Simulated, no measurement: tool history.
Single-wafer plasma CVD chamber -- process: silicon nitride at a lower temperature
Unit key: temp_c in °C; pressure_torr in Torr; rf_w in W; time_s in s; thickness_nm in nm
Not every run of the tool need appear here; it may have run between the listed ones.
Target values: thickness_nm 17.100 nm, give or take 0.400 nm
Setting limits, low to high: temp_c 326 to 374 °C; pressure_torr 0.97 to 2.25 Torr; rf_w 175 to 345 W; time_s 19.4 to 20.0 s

Run 1, hour 0.0: temp_c 350 °C, pressure_torr 1.61 Torr, rf_w 260 W, time_s 19.4 s. Result: thickness_nm 22.870 nm.
Run 2, hour 2.6: temp_c 350 °C, pressure_torr 1.77 Torr, rf_w 260 W, time_s 19.4 s. Result: thickness_nm 23.299 nm.
Run 3, hour 7.0: temp_c 350 °C, pressure_torr 1.67 Torr, rf_w 245 W, time_s 19.4 s. Result: thickness_nm 22.075 nm.
Run 4, hour 15.8: temp_c 350 °C, pressure_torr 1.59 Torr, rf_w 235 W, time_s 19.4 s. Result: thickness_nm 21.071 nm.
Run 5, hour 21.4: temp_c 350 °C, pressure_torr 1.40 Torr, rf_w 235 W, time_s 19.4 s. Result: thickness_nm 20.445 nm.
Run 6, hour 22.0: temp_c 350 °C, pressure_torr 1.35 Torr, rf_w 230 W, time_s 19.4 s. Result: thickness_nm 19.855 nm.
Run 7, hour 27.8: temp_c 350 °C, pressure_torr 1.30 Torr, rf_w 225 W, time_s 19.4 s. Result: thickness_nm 19.453 nm.
Run 8, hour 30.8: temp_c 350 °C, pressure_torr 1.01 Torr, rf_w 185 W, time_s 19.4 s. Result: thickness_nm 15.310 nm.
Run 9, hour 36.3: temp_c 350 °C, pressure_torr 1.07 Torr, rf_w 185 W, time_s 19.4 s. Result: thickness_nm 15.586 nm.

Pick the move, out of 5, that brings all results within their allowed miss; only one does.
Run A, hour 41.8: temp_c 343 °C, pressure_torr 1.26 Torr, rf_w 190 W, time_s 20.0 s. Result: thickness_nm ?.
Run B, hour 41.8: temp_c 351 °C, pressure_torr 1.15 Torr, rf_w 205 W, time_s 20.0 s. Result: thickness_nm ?.
Run C, hour 41.8: temp_c 343 °C, pressure_torr 1.09 Torr, rf_w 210 W, time_s 20.0 s. Result: thickness_nm ?.
Run D, hour 41.8: temp_c 345 °C, pressure_torr 1.34 Torr, rf_w 195 W, time_s 20.0 s. Result: thickness_nm ?.
Run E, hour 41.8: temp_c 354 °C, pressure_torr 1.35 Torr, rf_w 180 W, time_s 19.7 s. Result: thickness_nm ?.

move  thickness_nm
   A        17.232
   B        17.936
   C        18.117
   D        17.895
   E        16.382
A: all results in spec
B: the result that was furthest off in the last run now lies on the other side of its target
C: the result that was furthest off in the last run now lies on the other side of its target
D: the result that was furthest off in the last run now lies on the other side of its target
E: nearer than the last run, and not there yet
The move that meets every target is A.
